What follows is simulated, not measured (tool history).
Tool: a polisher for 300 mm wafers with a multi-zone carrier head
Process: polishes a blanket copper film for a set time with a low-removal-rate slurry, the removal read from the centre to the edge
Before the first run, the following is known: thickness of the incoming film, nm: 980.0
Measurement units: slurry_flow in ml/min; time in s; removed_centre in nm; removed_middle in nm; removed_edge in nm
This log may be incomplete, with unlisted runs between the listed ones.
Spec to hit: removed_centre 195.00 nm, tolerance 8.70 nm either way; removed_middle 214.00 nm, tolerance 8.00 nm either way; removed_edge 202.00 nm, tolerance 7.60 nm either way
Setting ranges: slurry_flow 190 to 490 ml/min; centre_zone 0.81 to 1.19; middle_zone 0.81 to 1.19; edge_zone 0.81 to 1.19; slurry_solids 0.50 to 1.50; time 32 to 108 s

run	hour	slurry_flow	centre_zone	middle_zone	edge_zone	slurry_solids	time	removed_centre	removed_middle	removed_edge
1	0.0	315	1.00	1.00	1.00	1.00	70	165.61	167.96	170.65
2	5.6	315	1.01	1.02	1.01	1.05	70	171.06	170.63	175.56
3	8.5	320	1.01	1.04	1.01	1.10	71	168.55	178.41	176.70
4	10.3	320	1.01	1.04	1.01	0.95	71	166.47	174.95	174.70
5	15.0	320	1.02	1.06	1.02	1.00	72	172.01	183.33	180.00
6	19.4	320	1.02	1.06	1.02	1.00	66	155.39	167.13	158.86
7	28.0	320	1.03	1.07	1.03	1.05	67	162.70	172.10	166.11
8	36.7	320	1.03	1.08	1.04	1.10	68	166.70	179.62	171.27
9	37.6	320	1.03	1.09	1.05	1.15	69	171.67	180.13	177.18
10	39.2	325	1.03	1.10	1.05	1.20	70	179.90	188.11	181.70
11	43.6	325	1.03	1.11	1.06	1.20	70	177.03	190.77	180.38
12	48.5	325	1.03	1.12	1.07	1.25	70	174.50	191.11	185.37
13	57.2	325	1.04	1.13	1.07	1.30	70	180.33	191.06	182.51
14	58.3	330	1.04	1.14	1.08	1.30	70	181.86	198.14	185.42
15	64.9	335	1.04	1.14	1.09	1.30	70	182.29	195.91	186.13
16	65.9	335	1.04	1.15	1.10	1.30	70	178.26	194.46	189.45

Which of these 5 next moves meets every target?
A	66.9	385	1.09	1.14	1.03	1.30	66	?	?	?
B	66.9	300	1.07	1.17	0.97	1.45	71	?	?	?
C	66.9	195	1.03	1.13	1.06	1.00	85	?	?	?
D	66.9	395	1.17	0.93	1.19	1.45	67	?	?	?
E	66.9	450	1.06	0.94	1.06	1.35	71	?	?	?

move	removed_centre	removed_middle	removed_edge
A	182.61	191.17	173.21
B	192.63	209.70	183.92
C	195.11	216.69	202.75
D	203.71	173.06	189.29
E	194.55	183.79	191.49
A: the biggest miss grows against the last run
B: gets the furthest-off result to its target, but another result is out of tolerance
C: meets every target
D: the biggest miss grows against the last run
E: the biggest miss grows against the last run
Move C is the one to make.
